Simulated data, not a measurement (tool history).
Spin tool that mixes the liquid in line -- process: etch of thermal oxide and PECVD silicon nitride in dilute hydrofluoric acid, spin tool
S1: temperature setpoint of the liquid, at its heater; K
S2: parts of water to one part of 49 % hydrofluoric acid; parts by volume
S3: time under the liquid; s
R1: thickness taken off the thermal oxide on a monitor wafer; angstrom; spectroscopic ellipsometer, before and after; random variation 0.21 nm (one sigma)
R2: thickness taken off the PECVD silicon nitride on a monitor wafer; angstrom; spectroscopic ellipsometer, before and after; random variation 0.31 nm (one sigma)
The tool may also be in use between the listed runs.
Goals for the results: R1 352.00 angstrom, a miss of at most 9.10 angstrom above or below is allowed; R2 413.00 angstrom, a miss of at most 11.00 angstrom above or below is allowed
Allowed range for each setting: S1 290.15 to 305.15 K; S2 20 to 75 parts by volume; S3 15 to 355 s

run    day      S1  S2   S3      R1      R2
  1  0.000  297.15  45  180  207.48  206.88
  2  0.158  297.15  35  180  270.27  270.75
  3  0.217  297.15  40  180  233.79  233.28
  4  0.308  298.65  40  180  250.44  258.57
  5  0.388  300.15  40  180  262.25  281.95
  6  0.729  300.15  30  180  355.21  375.59
  7  0.988  301.15  30  180  370.14  396.62
  8  1.075  301.65  30  180  383.17  418.74
  9  1.279  303.65  40  185  311.23  370.49

Next run, 5 choices. One meets every target within its allowed miss, the rest don't. Which?
  A  1.483  293.15  30  255   ?   ?
  B  1.483  302.15  20  115   ?   ?
  C  1.483  300.65  30  165   ?   ?
  D  1.483  293.65  25  200   ?   ?
  E  1.483  303.65  35  180   ?   ?

move      R1      R2
   A  378.90  331.68
   B  378.89  407.50
   C  335.75  358.09
   D  366.60  320.95
   E  351.51  409.29
A: takes the result that was furthest off past its target
B: takes the result that was furthest off past its target
C: lands further from the targets than the last run did
D: takes the result that was furthest off past its target
E: in spec on every target
So the answer is move E, the one that meets all the targets.

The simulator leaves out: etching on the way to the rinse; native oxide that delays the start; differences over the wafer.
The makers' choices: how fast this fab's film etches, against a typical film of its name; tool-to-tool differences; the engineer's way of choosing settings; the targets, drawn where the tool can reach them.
